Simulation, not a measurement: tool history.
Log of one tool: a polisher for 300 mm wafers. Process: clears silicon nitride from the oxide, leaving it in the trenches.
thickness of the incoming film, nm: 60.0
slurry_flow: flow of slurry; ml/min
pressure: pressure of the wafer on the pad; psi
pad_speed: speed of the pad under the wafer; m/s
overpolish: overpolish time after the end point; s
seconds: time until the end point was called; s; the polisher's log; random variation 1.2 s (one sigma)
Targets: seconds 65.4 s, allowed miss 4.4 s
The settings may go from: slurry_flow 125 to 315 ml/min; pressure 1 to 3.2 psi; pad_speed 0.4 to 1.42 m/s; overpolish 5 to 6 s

run,day,slurry_flow,pressure,pad_speed,overpolish,seconds
1,0,205,2.1,0.9,6,103.12
2,0.204,205,2.3,0.92,6,94.012
3,0.404,230,2.3,0.92,6,89.363
4,0.529,195,2.3,0.92,6,93.806
5,0.875,195,2.3,0.74,6,117.51
6,1.2,195,1.9,0.74,6,138.66
7,1.567,200,2.5,1,6,79.228
8,1.779,205,2.6,1,6,77.028

5 next moves are on the table. One of them brings every result within its allowed miss. Which?
A,1.992,230,2.9,1.26,6,?
B,1.992,210,2.4,0.86,6,?
C,1.992,185,2.5,0.78,6,?
D,1.992,175,2.8,1.16,6,?
E,1.992,200,2.7,0.78,5,?

move,seconds
A,55.162
B,94.683
C,100.95
D,63.996
E,92.579
A: takes the result that was furthest off past its target
B: further off than the last run
C: further off than the last run
D: meets every target
E: further off than the last run
The right move is D.

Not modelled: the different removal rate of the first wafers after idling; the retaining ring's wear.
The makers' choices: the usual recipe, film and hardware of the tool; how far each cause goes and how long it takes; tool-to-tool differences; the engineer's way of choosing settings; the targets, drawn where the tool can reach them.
